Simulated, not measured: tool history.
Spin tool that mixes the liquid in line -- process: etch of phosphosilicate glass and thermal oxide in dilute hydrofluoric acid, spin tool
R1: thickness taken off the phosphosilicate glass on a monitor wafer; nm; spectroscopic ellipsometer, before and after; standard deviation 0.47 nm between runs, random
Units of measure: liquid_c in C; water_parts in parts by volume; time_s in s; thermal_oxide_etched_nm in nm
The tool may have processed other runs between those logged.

Run 1, day 0: liquid_c 20 C, water_parts 40 parts by volume, time_s 30 s. Result: R1 41.016 nm, thermal_oxide_etched_nm 3.1158 nm.
Run 2, day 0.158: liquid_c 18.5 C, water_parts 40 parts by volume, time_s 30 s. Result: R1 37.966 nm, thermal_oxide_etched_nm 2.9461 nm.
Run 3, day 0.25: liquid_c 18.5 C, water_parts 45 parts by volume, time_s 30 s. Result: R1 33.731 nm, thermal_oxide_etched_nm 2.575 nm.
Run 4, day 0.333: liquid_c 17 C, water_parts 45 parts by volume, time_s 30 s. Result: R1 31.733 nm, thermal_oxide_etched_nm 2.4515 nm.
Run 5, day 0.671: liquid_c 17 C, water_parts 45 parts by volume, time_s 30 s. Result: R1 31.366 nm, thermal_oxide_etched_nm 2.4194 nm.
Run 6, day 1.021: liquid_c 18.5 C, water_parts 45 parts by volume, time_s 30 s. Result: R1 34.037 nm, thermal_oxide_etched_nm 2.56 nm.
Run 7, day 1.296: liquid_c 20 C, water_parts 40 parts by volume, time_s 30 s. Result: R1 40.936 nm, thermal_oxide_etched_nm 3.0926 nm.

Run 8 comes next. What will it give?
Run 8, day 1.667: liquid_c 21 C, water_parts 40 parts by volume, time_s 30 s. Result: R1 ?, thermal_oxide_etched_nm ?.

R1: 42.44 nm
thermal_oxide_etched_nm: 3.2235 nm
